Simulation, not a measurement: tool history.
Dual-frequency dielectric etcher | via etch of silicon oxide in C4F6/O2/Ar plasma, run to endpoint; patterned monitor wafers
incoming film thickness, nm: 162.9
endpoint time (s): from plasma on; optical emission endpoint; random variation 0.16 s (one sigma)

run    day  bias power (W)  source power (W)  Ar flow (sccm)  endpoint time (s)
  1      0             551               420             308             33.024
  2  0.212             650               420             308              30.46
  3  0.379             650               360             308             33.265
  4  0.629             711               360             308             31.721
  5  0.862             724               380             305             30.499
  6  0.908             734               390             303             29.987

Forecast run 7:
  7  0.958             742               400             301                  ?

{"run 7": {"endpoint time (s)": 29.402}}
